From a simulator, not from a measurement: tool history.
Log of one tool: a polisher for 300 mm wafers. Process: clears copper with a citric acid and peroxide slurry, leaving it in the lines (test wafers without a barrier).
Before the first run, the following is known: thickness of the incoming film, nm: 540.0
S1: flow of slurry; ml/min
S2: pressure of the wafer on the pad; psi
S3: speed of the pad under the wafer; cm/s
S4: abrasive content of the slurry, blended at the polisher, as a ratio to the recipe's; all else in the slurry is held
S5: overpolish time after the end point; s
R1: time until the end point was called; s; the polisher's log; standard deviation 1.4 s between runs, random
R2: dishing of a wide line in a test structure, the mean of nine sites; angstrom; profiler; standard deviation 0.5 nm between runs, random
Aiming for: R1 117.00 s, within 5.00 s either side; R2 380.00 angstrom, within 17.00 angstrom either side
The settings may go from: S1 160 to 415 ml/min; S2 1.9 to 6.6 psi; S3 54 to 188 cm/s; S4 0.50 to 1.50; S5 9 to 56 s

run,hour,S1,S2,S3,S4,S5,R1,R2
1,0.0,265,4.2,120,1.00,29,179.45,589.16
2,8.9,265,4.2,120,1.00,17,184.68,376.58
3,9.6,265,4.7,124,1.00,14,160.12,361.33
4,11.4,240,4.7,124,1.00,14,161.29,352.46
5,15.1,255,5.1,124,1.00,13,152.48,353.49
6,19.2,255,6.2,124,1.00,13,132.14,396.54
# hour 28.0: slurry nozzle cleaned
7,28.0,255,6.3,126,1.00,12,126.21,381.02
8,29.3,255,6.4,128,1.00,12,125.11,400.94

5 candidate next runs follow, results not yet known. Just one meets every target within its allowed miss. Identify it.
A,30.6,280,6.0,134,1.20,11,?,?
B,30.6,255,6.6,136,0.75,13,?,?
C,30.6,230,6.2,128,0.95,15,?,?
D,30.6,255,6.5,132,1.05,12,?,?
E,30.6,240,6.6,126,0.90,13,?,?

move,R1,R2
A,118.77,381.74
B,122.47,428.89
C,130.09,458.45
D,118.24,413.01
E,127.36,415.18
A: every result lands within tolerance
B: further off than the last run
C: further off than the last run
D: brings the result that was furthest off to its target, and leaves another outside
E: further off than the last run
So the answer is move A, the one that meets all the targets.
